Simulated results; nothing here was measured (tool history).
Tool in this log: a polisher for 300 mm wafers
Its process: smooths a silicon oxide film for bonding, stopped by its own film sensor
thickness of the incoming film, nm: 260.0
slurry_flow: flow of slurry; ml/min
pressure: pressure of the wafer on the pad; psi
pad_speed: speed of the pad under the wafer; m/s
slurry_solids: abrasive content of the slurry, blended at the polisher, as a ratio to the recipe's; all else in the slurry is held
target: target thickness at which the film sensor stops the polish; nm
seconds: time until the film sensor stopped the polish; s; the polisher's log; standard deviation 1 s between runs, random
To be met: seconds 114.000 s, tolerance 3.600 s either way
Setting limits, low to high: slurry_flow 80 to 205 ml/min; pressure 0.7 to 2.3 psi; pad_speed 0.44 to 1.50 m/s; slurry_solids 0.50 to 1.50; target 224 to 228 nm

Run 1, day 0.000: slurry_flow 135 ml/min, pressure 1.5 psi, pad_speed 0.96 m/s, slurry_solids 1.00, target 224 nm. Result: seconds 60.756 s.
Run 2, day 0.058: slurry_flow 135 ml/min, pressure 1.8 psi, pad_speed 0.96 m/s, slurry_solids 1.00, target 224 nm. Result: seconds 50.570 s.
Run 3, day 0.338: slurry_flow 135 ml/min, pressure 1.8 psi, pad_speed 1.10 m/s, slurry_solids 1.00, target 224 nm. Result: seconds 45.560 s.
Run 4, day 0.442: slurry_flow 135 ml/min, pressure 1.8 psi, pad_speed 1.28 m/s, slurry_solids 1.00, target 224 nm. Result: seconds 40.311 s.
Run 5, day 0.750: slurry_flow 130 ml/min, pressure 1.4 psi, pad_speed 1.14 m/s, slurry_solids 1.00, target 224 nm. Result: seconds 56.874 s.
Run 6, day 0.850: slurry_flow 130 ml/min, pressure 1.4 psi, pad_speed 1.14 m/s, slurry_solids 1.00, target 228 nm. Result: seconds 51.609 s.
Run 7, day 1.000: slurry_flow 125 ml/min, pressure 1.2 psi, pad_speed 0.98 m/s, slurry_solids 1.00, target 228 nm. Result: seconds 65.947 s.
Run 8, day 1.025: slurry_flow 125 ml/min, pressure 1.0 psi, pad_speed 0.88 m/s, slurry_solids 1.00, target 228 nm. Result: seconds 86.036 s.
Run 9, day 1.108: slurry_flow 125 ml/min, pressure 1.0 psi, pad_speed 0.88 m/s, slurry_solids 1.00, target 228 nm. Result: seconds 85.920 s.
Run 10, day 1.358: slurry_flow 125 ml/min, pressure 0.9 psi, pad_speed 0.86 m/s, slurry_solids 1.00, target 228 nm. Result: seconds 98.286 s.
Run 11, day 1.417: slurry_flow 105 ml/min, pressure 0.7 psi, pad_speed 0.86 m/s, slurry_solids 1.00, target 228 nm. Result: seconds 126.810 s.
Run 12, day 1.708: slurry_flow 135 ml/min, pressure 0.7 psi, pad_speed 0.86 m/s, slurry_solids 1.00, target 228 nm. Result: seconds 122.870 s.
Run 13, day 2.012: slurry_flow 135 ml/min, pressure 0.8 psi, pad_speed 0.86 m/s, slurry_solids 1.00, target 228 nm. Result: seconds 106.280 s.
Run 14, day 2.092: slurry_flow 130 ml/min, pressure 0.8 psi, pad_speed 0.86 m/s, slurry_solids 1.00, target 228 nm. Result: seconds 109.590 s.

Which of these 4 next moves meets every target?
Run A, day 2.171: slurry_flow 135 ml/min, pressure 0.8 psi, pad_speed 0.86 m/s, slurry_solids 0.95, target 227 nm. Result: seconds ?.
Run B, day 2.171: slurry_flow 130 ml/min, pressure 0.7 psi, pad_speed 0.92 m/s, slurry_solids 1.05, target 225 nm. Result: seconds ?.
Run C, day 2.171: slurry_flow 140 ml/min, pressure 0.7 psi, pad_speed 0.84 m/s, slurry_solids 1.05, target 227 nm. Result: seconds ?.
Run D, day 2.171: slurry_flow 135 ml/min, pressure 0.9 psi, pad_speed 0.78 m/s, slurry_solids 0.95, target 224 nm. Result: seconds ?.

move  seconds
   A  115.370
   B  123.680
   C  123.960
   D  121.700
A: hits every target within its allowed miss
B: carries the result that was furthest off beyond its target, to the other side
C: carries the result that was furthest off beyond its target, to the other side
D: carries the result that was furthest off beyond its target, to the other side
A meets every target.
